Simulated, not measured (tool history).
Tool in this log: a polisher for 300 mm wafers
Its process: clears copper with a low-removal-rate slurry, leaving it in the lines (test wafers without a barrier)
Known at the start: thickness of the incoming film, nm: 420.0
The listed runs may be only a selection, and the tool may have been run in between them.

| run | hour | flow of slurry (ml/min) | pressure of the wafer on the pad (kPa) | speed of the pad under the wafer (cm/s) | abrasive content of the slurry | overpolish time after the end point (s) | time until the end point was called (s) | dishing of a wide line in a test structure (Å) |
|---|---|---|---|---|---|---|---|---|
| 1 | 0 | 130 | 17.9 | 98 | 1 | 18 | 185.22 | 319 |
| 2 | 3.9 | 130 | 16.5 | 98 | 1 | 19 | 199.58 | 314.53 |
| 3 | 6.2 | 130 | 15.2 | 98 | 1 | 20 | 213.5 | 321.77 |
| 4 | 7.4 | 130 | 13.8 | 98 | 1 | 20 | 235.91 | 285.44 |
| 5 | 11.5 | 130 | 13.8 | 120 | 1 | 20 | 194.27 | 337.48 |
| 6 | 15.6 | 130 | 12.4 | 118 | 1 | 20 | 221.42 | 310.26 |

Run 7, settings as shown, results not yet in. Your forecast:
| 7 | 19.7 | 130 | 11.7 | 118 | 1 | 20 | ? | ? |

{"run 7": {"time until the end point was called (s)": 237.75, "dishing of a wide line in a test structure (Å)": 283.72}}
